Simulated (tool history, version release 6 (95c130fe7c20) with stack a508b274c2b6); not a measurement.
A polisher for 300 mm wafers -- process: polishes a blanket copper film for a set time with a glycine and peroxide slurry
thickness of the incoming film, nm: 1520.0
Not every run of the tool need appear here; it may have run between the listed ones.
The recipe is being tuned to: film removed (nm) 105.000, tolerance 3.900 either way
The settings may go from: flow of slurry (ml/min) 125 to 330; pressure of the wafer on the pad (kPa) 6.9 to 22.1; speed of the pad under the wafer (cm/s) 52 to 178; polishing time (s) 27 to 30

run  hour  flow of slurry (ml/min)  pressure of the wafer on the pad (kPa)  speed of the pad under the wafer (cm/s)  polishing time (s)  film removed (nm)
  1   0.0                      210                                    14.5                                      114                  30            117.710
  2   2.0                      210                                    13.8                                      114                  30            111.780
  3  10.7                      210                                    13.8                                       92                  30             95.249
  4  15.1                      210                                    13.8                                       92                  30             95.801
  5  22.6                      210                                    13.8                                       92                  27             86.052
  6  25.8                      210                                    14.5                                       92                  27             90.380
  7  34.3                      210                                    15.2                                       92                  27             93.265
  8  42.7                      210                                    15.9                                       92                  27             98.523
  9  47.9                      215                                    16.5                                       92                  27             99.073

Of the 4 settings listed for the next run, only one would bring every result within its allowed miss of target. Which one?
  A  53.1                      280                                    17.2                                       80                  29                  ?
  B  53.1                      215                                    17.2                                       96                  29                  ?
  C  53.1                      240                                    11.0                                      116                  29                  ?
  D  53.1                      205                                    14.5                                       94                  27                  ?

move  film removed (nm)
   A            104.500
   B            113.360
   C             93.810
   D             89.643
A: each result inside its tolerance
B: moves the result that the last run missed by most past its target, out the other side
C: moves away from the targets compared with the last run
D: moves away from the targets compared with the last run
Correct choice: A, which meets every target

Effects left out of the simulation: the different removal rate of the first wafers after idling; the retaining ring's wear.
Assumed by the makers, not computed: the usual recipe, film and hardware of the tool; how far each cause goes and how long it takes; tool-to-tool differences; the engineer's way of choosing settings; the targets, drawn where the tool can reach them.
